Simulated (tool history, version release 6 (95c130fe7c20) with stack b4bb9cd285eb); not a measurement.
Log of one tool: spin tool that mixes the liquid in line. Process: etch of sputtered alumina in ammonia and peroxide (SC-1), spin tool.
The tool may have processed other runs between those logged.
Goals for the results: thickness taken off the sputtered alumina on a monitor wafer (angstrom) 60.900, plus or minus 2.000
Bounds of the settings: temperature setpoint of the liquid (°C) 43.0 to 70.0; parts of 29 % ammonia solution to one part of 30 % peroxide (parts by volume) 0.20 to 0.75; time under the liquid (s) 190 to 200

run  hour  temperature setpoint of the liquid (°C)  parts of 29 % ammonia solution to one part of 30 % peroxide (parts by volume)  time under the liquid (s)  thickness taken off the sputtered alumina on a monitor wafer (angstrom)
  1   0.0                                     59.0                                                                           0.45                        190                                                                  121.660
  2   4.2                                     55.0                                                                           0.45                        190                                                                   98.815
  3   7.2                                     55.0                                                                           0.35                        190                                                                   97.137
  4  14.7                                     55.0                                                                           0.50                        190                                                                  100.180
  5  18.7                                     52.0                                                                           0.50                        190                                                                   85.738
  6  20.6                                     50.0                                                                           0.50                        190                                                                   77.006
  7  22.4                                     48.5                                                                           0.50                        190                                                                   70.098
  8  25.9                                     47.5                                                                           0.50                        190                                                                   66.598
  9  29.1                                     47.0                                                                           0.50                        190                                                                   65.686
 10  34.8                                     46.5                                                                           0.50                        190                                                                   63.155

Exercise: of the 4 proposed moves below, exactly one satisfies all targets within the stated allowed misses. Which move is it?
  A  40.5                                     46.5                                                                           0.50                        200                                                                        ?
  B  40.5                                     47.5                                                                           0.50                        190                                                                        ?
  C  40.5                                     46.0                                                                           0.45                        190                                                                        ?
  D  40.5                                     46.0                                                                           0.60                        200                                                                        ?

move  thickness taken off the sputtered alumina on a monitor wafer (angstrom)
   A                                                                   66.083
   B                                                                   66.407
   C                                                                   60.420
   D                                                                   65.371
A: lands further from the targets than the last run did
B: lands further from the targets than the last run did
C: each result inside its tolerance
D: lands further from the targets than the last run did
C meets every target.

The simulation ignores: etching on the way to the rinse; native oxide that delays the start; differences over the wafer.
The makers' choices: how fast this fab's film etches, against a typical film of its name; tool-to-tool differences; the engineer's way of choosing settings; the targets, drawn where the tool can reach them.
